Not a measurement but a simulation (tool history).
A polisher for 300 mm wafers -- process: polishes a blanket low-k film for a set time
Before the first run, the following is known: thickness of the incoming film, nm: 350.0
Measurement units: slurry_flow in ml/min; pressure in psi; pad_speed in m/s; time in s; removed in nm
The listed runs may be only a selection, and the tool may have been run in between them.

Run 1, hour 0.0: slurry_flow 285 ml/min, pressure 1.9 psi, pad_speed 1.24 m/s, slurry_solids 1.00, time 68 s. Result: removed 25.852 nm.
Run 2, hour 3.0: slurry_flow 285 ml/min, pressure 1.9 psi, pad_speed 1.04 m/s, slurry_solids 1.00, time 68 s. Result: removed 22.527 nm.
Run 3, hour 5.1: slurry_flow 285 ml/min, pressure 1.9 psi, pad_speed 0.78 m/s, slurry_solids 1.00, time 68 s. Result: removed 17.753 nm.
Run 4, hour 13.6: slurry_flow 285 ml/min, pressure 1.9 psi, pad_speed 0.78 m/s, slurry_solids 1.00, time 68 s. Result: removed 17.572 nm.
Run 5, hour 20.3: slurry_flow 285 ml/min, pressure 1.9 psi, pad_speed 0.78 m/s, slurry_solids 1.10, time 68 s. Result: removed 18.619 nm.
At hour 26.8: slurry nozzle cleaned.
Run 6, hour 26.8: slurry_flow 280 ml/min, pressure 1.7 psi, pad_speed 0.74 m/s, slurry_solids 1.05, time 68 s. Result: removed 16.246 nm.

Run 7 comes next. What will it give?
Run 7, hour 32.7: slurry_flow 275 ml/min, pressure 1.6 psi, pad_speed 0.70 m/s, slurry_solids 0.95, time 68 s. Result: removed ?.

Run 7 produced removed 13.781 nm.
